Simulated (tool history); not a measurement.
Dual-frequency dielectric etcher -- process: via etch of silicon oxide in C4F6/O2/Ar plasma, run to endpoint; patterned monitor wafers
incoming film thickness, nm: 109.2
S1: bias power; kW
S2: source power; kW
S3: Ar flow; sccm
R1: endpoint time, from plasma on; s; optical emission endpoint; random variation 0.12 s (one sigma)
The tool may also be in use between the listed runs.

{"run": 1, "day": 0.0, "S1": 0.487, "S2": 0.3, "S3": 214, "R1": 30.162}
{"run": 2, "day": 0.362, "S1": 0.487, "S2": 0.28, "S3": 214, "R1": 30.938}
{"run": 3, "day": 0.588, "S1": 0.511, "S2": 0.28, "S3": 214, "R1": 30.366}
{"run": 4, "day": 0.867, "S1": 0.591, "S2": 0.28, "S3": 214, "R1": 28.823}
{"run": 5, "day": 1.162, "S1": 0.591, "S2": 0.23, "S3": 214, "R1": 30.594}
{"run": 6, "day": 1.346, "S1": 0.629, "S2": 0.23, "S3": 214, "R1": 29.695}

Expected results for the next run?
{"run": 7, "day": 1.533, "S1": 0.636, "S2": 0.24, "S3": 213, "R1": "?"}

R1: 29.293 s

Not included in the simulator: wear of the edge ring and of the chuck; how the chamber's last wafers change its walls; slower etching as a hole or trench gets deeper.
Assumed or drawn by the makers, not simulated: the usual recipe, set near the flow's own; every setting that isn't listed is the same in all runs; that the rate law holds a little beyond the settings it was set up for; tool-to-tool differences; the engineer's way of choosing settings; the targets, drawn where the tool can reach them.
